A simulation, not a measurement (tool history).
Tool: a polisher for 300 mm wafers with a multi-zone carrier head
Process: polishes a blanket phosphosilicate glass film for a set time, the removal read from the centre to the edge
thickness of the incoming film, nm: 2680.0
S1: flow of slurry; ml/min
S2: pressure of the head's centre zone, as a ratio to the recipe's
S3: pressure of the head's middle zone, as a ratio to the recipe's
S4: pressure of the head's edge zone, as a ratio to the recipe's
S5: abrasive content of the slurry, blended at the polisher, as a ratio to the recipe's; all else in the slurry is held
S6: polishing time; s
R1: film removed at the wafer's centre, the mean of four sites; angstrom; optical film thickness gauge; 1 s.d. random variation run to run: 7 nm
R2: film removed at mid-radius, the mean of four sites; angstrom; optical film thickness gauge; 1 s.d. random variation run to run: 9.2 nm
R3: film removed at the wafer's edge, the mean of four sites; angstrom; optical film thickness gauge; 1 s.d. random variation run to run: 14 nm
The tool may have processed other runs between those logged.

run  hour   S1    S2    S3    S4    S5  S6      R1      R2      R3
  1   0.0  180  1.00  1.00  1.00  1.00  85  7438.1  7505.2  7451.7
  2   4.3  180  1.00  1.00  1.00  1.00  98  8521.5  8471.9  8532.0
  3   9.9  190  1.01  0.98  1.03  1.00  98  8801.6  8331.3  8735.2
  4  15.7  200  1.01  0.97  1.05  1.00  98  8821.3  8376.9  8764.6
  5  19.6  200  1.01  0.97  1.05  1.00  85  7736.1  7306.5  7799.2
  6  22.5  200  1.01  0.97  1.05  0.80  85  6992.0  6649.2  7117.4
  7  27.2  200  1.02  0.96  1.08  0.90  86  7407.7  7024.7  7676.7
  8  33.5  200  1.04  0.95  1.10  0.95  86  7870.7  7132.0  7799.1

Forecast run 9:
  9  37.8  205  1.01  0.86  1.19  1.20  92   ?   ?   ?

{"run 9": {"R1": 8862.3, "R2": 7744.9, "R3": 9436.9}}
